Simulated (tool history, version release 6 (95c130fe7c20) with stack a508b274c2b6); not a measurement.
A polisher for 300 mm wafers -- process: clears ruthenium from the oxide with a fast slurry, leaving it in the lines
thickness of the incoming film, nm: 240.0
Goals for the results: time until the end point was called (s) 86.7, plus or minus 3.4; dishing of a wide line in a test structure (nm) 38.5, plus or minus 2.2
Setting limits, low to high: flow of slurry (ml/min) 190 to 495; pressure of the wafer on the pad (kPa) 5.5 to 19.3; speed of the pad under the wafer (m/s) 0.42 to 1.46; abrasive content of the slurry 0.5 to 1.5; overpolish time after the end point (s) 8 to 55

run,day,flow of slurry (ml/min),pressure of the wafer on the pad (kPa),speed of the pad under the wafer (m/s),abrasive content of the slurry,overpolish time after the end point (s),time until the end point was called (s),dishing of a wide line in a test structure (nm)
1,0,320,12.4,0.94,1,28,82.182,62.847
2,0.092,240,12.4,0.94,1,28,83.864,62.822
3,0.217,240,12.4,0.94,1,38,81.88,78.812
4,0.521,245,12.4,0.94,1,31,82.021,67.937
5,0.6,245,12.4,0.94,0.85,31,91.656,62.597
6,0.888,250,12.4,0.94,0.85,26,91.086,55.628
7,1.033,250,12.4,0.94,0.85,22,91.772,47.484
8,1.071,250,13.1,0.94,0.85,13,89.294,31.79
9,1.3,250,13.1,0.94,0.85,14,85.841,33.81
10,1.596,250,13.1,0.94,0.85,15,86.557,35.808

Below are 5 possible settings for the next run. Only one of them brings all results inside the allowed miss of their targets. Which is it?
A,1.892,275,14.5,0.98,0.8,13,?,?
B,1.892,280,12.4,1.12,0.7,14,?,?
C,1.892,280,10.3,1.14,0.8,14,?,?
D,1.892,330,14.5,0.84,0.85,16,?,?
E,1.892,240,15.9,0.84,0.8,13,?,?

move,time until the end point was called (s),dishing of a wide line in a test structure (nm)
A,78.865,34.829
B,87.441,33.96
C,90.403,32.988
D,86.213,38.558
E,85.958,32.311
A: the biggest miss grows against the last run
B: the biggest miss grows against the last run
C: the biggest miss grows against the last run
D: each result inside its tolerance
E: the biggest miss grows against the last run
So the answer is move D, the one that meets all the targets.

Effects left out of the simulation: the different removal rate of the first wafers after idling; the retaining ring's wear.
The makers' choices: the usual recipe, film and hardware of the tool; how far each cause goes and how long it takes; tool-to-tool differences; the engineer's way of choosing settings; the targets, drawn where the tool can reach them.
